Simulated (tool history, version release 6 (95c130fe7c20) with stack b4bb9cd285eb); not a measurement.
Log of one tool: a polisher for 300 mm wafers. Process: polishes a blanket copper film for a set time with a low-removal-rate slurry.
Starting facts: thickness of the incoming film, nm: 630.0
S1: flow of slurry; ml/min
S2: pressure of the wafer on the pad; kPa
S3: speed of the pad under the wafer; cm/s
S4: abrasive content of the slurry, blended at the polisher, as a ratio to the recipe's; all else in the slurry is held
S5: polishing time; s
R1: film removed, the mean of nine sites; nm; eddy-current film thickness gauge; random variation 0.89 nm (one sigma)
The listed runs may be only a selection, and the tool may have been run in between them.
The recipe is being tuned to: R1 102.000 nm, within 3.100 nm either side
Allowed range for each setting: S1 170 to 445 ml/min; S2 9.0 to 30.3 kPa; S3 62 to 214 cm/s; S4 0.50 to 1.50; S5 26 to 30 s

run,day,S1,S2,S3,S4,S5,R1
1,0.000,285,19.3,138,1.00,30,119.680
2,0.283,285,22.1,138,1.00,30,136.270
3,0.596,285,22.1,138,1.00,26,117.700
4,0.821,285,22.1,138,1.00,30,134.910
5,0.979,285,20.7,138,1.00,30,129.800
6,1.258,285,19.3,138,1.00,30,119.990
7,1.592,285,18.6,138,1.00,30,113.880
8,1.962,285,17.9,138,1.00,30,110.870
9,2.004,280,15.9,138,1.00,30,97.830

Below are 5 possible settings for the next run. Only one of them brings all results inside the allowed miss of their targets. Which is it?
A,2.046,325,14.5,160,1.00,26,?
B,2.046,290,15.9,150,0.95,29,?
C,2.046,205,17.2,136,1.05,27,?
D,2.046,265,16.5,146,1.15,26,?
E,2.046,205,20.0,130,0.80,30,?

move,R1
A,90.586
B,102.180
C,92.477
D,95.492
E,108.970
A: its largest miss is bigger than the last run's
B: each result inside its tolerance
C: its largest miss is bigger than the last run's
D: its largest miss is bigger than the last run's
E: the result that was furthest off in the last run now lies on the other side of its target
Move B is the one to make.
